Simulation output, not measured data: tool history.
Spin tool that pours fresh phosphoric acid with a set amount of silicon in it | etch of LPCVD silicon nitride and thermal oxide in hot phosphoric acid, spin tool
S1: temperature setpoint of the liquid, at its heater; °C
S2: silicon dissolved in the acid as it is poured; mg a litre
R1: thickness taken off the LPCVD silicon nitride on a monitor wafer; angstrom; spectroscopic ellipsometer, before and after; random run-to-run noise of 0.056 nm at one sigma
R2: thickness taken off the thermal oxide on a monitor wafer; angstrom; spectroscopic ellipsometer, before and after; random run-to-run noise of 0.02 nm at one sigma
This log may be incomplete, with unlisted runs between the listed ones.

{"run": 1, "hour": 0.0, "S1": 162.0, "S2": 24.5, "time under the liquid (s)": 70, "R1": 64.974, "R2": 1.292}
{"run": 2, "hour": 3.0, "S1": 162.0, "S2": 16.5, "time under the liquid (s)": 70, "R1": 64.98, "R2": 1.6205}
{"run": 3, "hour": 9.2, "S1": 163.0, "S2": 16.5, "time under the liquid (s)": 70, "R1": 67.376, "R2": 1.5315}
{"run": 4, "hour": 9.8, "S1": 163.0, "S2": 16.5, "time under the liquid (s)": 100, "R1": 96.107, "R2": 1.8234}
{"run": 5, "hour": 13.4, "S1": 161.5, "S2": 23.5, "time under the liquid (s)": 95, "R1": 85.919, "R2": 1.4305}
{"run": 6, "hour": 19.0, "S1": 161.5, "S2": 14.5, "time under the liquid (s)": 95, "R1": 86.674, "R2": 2.0104}
{"run": 7, "hour": 25.2, "S1": 160.5, "S2": 22.0, "time under the liquid (s)": 95, "R1": 85.082, "R2": 1.8278}
{"run": 8, "hour": 27.1, "S1": 160.0, "S2": 29.5, "time under the liquid (s)": 95, "R1": 82.108, "R2": 0.95219}

What will run 9 give?
{"run": 9, "hour": 32.4, "S1": 159.5, "S2": 30.5, "time under the liquid (s)": 95, "R1": "?", "R2": "?"}

R1: 81.904 angstrom
R2: 1.09860 angstrom

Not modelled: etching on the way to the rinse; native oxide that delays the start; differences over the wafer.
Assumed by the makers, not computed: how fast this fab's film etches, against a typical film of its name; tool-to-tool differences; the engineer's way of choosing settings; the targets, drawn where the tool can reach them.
